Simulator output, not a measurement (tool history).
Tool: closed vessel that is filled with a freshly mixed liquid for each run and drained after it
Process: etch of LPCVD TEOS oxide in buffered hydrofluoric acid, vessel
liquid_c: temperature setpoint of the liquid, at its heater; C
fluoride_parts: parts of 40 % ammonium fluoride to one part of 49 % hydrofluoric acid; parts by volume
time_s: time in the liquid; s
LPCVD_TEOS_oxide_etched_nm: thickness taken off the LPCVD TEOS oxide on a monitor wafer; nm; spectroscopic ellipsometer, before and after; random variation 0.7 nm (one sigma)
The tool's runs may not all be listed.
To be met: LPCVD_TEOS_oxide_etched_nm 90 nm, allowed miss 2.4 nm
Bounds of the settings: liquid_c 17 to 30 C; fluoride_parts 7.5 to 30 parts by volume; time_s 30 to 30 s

{"run": 1, "hour": 0.0, "liquid_c": 22, "fluoride_parts": 22, "time_s": 30, "LPCVD_TEOS_oxide_etched_nm": 66.853}
{"run": 2, "hour": 6.3, "liquid_c": 22, "fluoride_parts": 22, "time_s": 30, "LPCVD_TEOS_oxide_etched_nm": 66.796}
{"run": 3, "hour": 14.2, "liquid_c": 22, "fluoride_parts": 17, "time_s": 30, "LPCVD_TEOS_oxide_etched_nm": 81.458}
{"run": 4, "hour": 22.3, "liquid_c": 22.5, "fluoride_parts": 17, "time_s": 30, "LPCVD_TEOS_oxide_etched_nm": 83.349}
{"run": 5, "hour": 25.3, "liquid_c": 22.5, "fluoride_parts": 10.5, "time_s": 30, "LPCVD_TEOS_oxide_etched_nm": 133.8}
{"run": 6, "hour": 29.0, "liquid_c": 21.5, "fluoride_parts": 11, "time_s": 30, "LPCVD_TEOS_oxide_etched_nm": 122.54}
{"run": 7, "hour": 30.5, "liquid_c": 20.5, "fluoride_parts": 11.5, "time_s": 30, "LPCVD_TEOS_oxide_etched_nm": 110.37}
{"run": 8, "hour": 32.8, "liquid_c": 20, "fluoride_parts": 11.5, "time_s": 30, "LPCVD_TEOS_oxide_etched_nm": 106.41}
{"run": 9, "hour": 39.9, "liquid_c": 20, "fluoride_parts": 11.5, "time_s": 30, "LPCVD_TEOS_oxide_etched_nm": 106.17}
{"hour": 43.5, "done": "hydrofluoric acid flow meter replaced"}
{"run": 10, "hour": 43.5, "liquid_c": 19.5, "fluoride_parts": 11.5, "time_s": 30, "LPCVD_TEOS_oxide_etched_nm": 112.33}
{"run": 11, "hour": 50.0, "liquid_c": 19, "fluoride_parts": 12, "time_s": 30, "LPCVD_TEOS_oxide_etched_nm": 106.46}
{"run": 12, "hour": 55.5, "liquid_c": 18.5, "fluoride_parts": 12.5, "time_s": 30, "LPCVD_TEOS_oxide_etched_nm": 98.033}

4 next moves are on the table. One of them brings every result within its allowed miss. Which?
{"run": "A", "hour": 61.0, "liquid_c": 19.5, "fluoride_parts": 14.5, "time_s": 30, "LPCVD_TEOS_oxide_etched_nm": "?"}
{"run": "B", "hour": 61.0, "liquid_c": 20, "fluoride_parts": 12, "time_s": 30, "LPCVD_TEOS_oxide_etched_nm": "?"}
{"run": "C", "hour": 61.0, "liquid_c": 20.5, "fluoride_parts": 13, "time_s": 30, "LPCVD_TEOS_oxide_etched_nm": "?"}
{"run": "D", "hour": 61.0, "liquid_c": 17, "fluoride_parts": 10, "time_s": 30, "LPCVD_TEOS_oxide_etched_nm": "?"}

move=A LPCVD_TEOS_oxide_etched_nm=89.733
move=B LPCVD_TEOS_oxide_etched_nm=111.11
move=C LPCVD_TEOS_oxide_etched_nm=105.65
move=D LPCVD_TEOS_oxide_etched_nm=112.02
A: meets every target
B: further off than the last run
C: further off than the last run
D: further off than the last run
The right move is A.
